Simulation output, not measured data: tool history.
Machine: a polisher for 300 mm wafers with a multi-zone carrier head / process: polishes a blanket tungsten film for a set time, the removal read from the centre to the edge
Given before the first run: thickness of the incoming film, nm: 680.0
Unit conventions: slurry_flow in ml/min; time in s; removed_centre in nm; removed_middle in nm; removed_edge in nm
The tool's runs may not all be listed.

Run 1, day 0: slurry_flow 225 ml/min, centre_zone 1, middle_zone 1, edge_zone 1, slurry_solids 1, time 79 s. Result: removed_centre 239.87 nm, removed_middle 243.2 nm, removed_edge 239.36 nm.
Run 2, day 0.338: slurry_flow 235 ml/min, centre_zone 1.02, middle_zone 0.98, edge_zone 1.04, slurry_solids 1.1, time 80 s. Result: removed_centre 258.14 nm, removed_middle 245.42 nm, removed_edge 245.9 nm.
Run 3, day 0.471: slurry_flow 235 ml/min, centre_zone 1.02, middle_zone 0.98, edge_zone 1.04, slurry_solids 0.95, time 80 s. Result: removed_centre 254.88 nm, removed_middle 238.5 nm, removed_edge 239.47 nm.
Run 4, day 0.821: slurry_flow 190 ml/min, centre_zone 1.02, middle_zone 0.98, edge_zone 1.04, slurry_solids 0.95, time 80 s. Result: removed_centre 246.45 nm, removed_middle 236.38 nm, removed_edge 237.74 nm.
Run 5, day 1.046: slurry_flow 190 ml/min, centre_zone 0.94, middle_zone 0.98, edge_zone 1.04, slurry_solids 0.95, time 80 s. Result: removed_centre 220.85 nm, removed_middle 235.21 nm, removed_edge 237.43 nm.
Run 6, day 1.312: slurry_flow 140 ml/min, centre_zone 0.94, middle_zone 0.98, edge_zone 1.04, slurry_solids 0.95, time 80 s. Result: removed_centre 210.81 nm, removed_middle 218.82 nm, removed_edge 227.84 nm.
Run 7, day 1.367: slurry_flow 205 ml/min, centre_zone 1.04, middle_zone 0.88, edge_zone 1.14, slurry_solids 1.2, time 82 s. Result: removed_centre 267.6 nm, removed_middle 229.93 nm, removed_edge 268.59 nm.

For run 8, what comes out?
Run 8, day 1.412: slurry_flow 220 ml/min, centre_zone 1.05, middle_zone 0.89, edge_zone 1.15, slurry_solids 1.3, time 83 s. Result: removed_centre ?, removed_middle ?, removed_edge ?.

{"run 8": {"removed_centre": 279.49, "removed_middle": 241.96, "removed_edge": 278.51}}

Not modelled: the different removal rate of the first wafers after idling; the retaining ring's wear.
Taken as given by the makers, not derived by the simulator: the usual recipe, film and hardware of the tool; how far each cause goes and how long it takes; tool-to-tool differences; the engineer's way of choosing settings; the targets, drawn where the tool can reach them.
